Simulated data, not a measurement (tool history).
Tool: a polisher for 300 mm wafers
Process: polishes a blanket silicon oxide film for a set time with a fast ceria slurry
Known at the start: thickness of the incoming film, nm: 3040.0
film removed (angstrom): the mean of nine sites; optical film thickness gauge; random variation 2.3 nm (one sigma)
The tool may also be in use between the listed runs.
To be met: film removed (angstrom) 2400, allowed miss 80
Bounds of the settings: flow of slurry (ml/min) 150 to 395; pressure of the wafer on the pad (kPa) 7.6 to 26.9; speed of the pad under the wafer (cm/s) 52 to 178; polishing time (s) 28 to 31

run	hour	flow of slurry (ml/min)	pressure of the wafer on the pad (kPa)	speed of the pad under the wafer (cm/s)	polishing time (s)	film removed (angstrom)
1	0	250	17.2	114	31	3980.3
2	2.8	250	20	114	31	4637.5
3	6.8	250	17.9	114	31	4171.4
4	12.3	250	15.9	114	31	3618.6
5	14.6	250	14.5	114	31	3347
6	17.7	250	14.5	142	31	4249.1
7	21.4	250	13.1	138	31	3694.2
8	26.5	245	8.3	130	31	2235.1
9	28	250	8.3	130	31	2265.9

5 next moves are on the table. One of them brings every result within its allowed miss. Which?
A	29.5	230	9.7	132	28	?
B	29.5	255	10.3	100	29	?
C	29.5	265	8.3	128	31	?
D	29.5	215	9.7	112	29	?
E	29.5	280	12.4	100	31	?

move	film removed (angstrom)
A	2376.5
B	2032.9
C	2245.4
D	2079.2
E	2612.8
A: meets every target
B: further off than the last run
C: further off than the last run
D: further off than the last run
E: takes the result that was furthest off past its target
The right move is A.
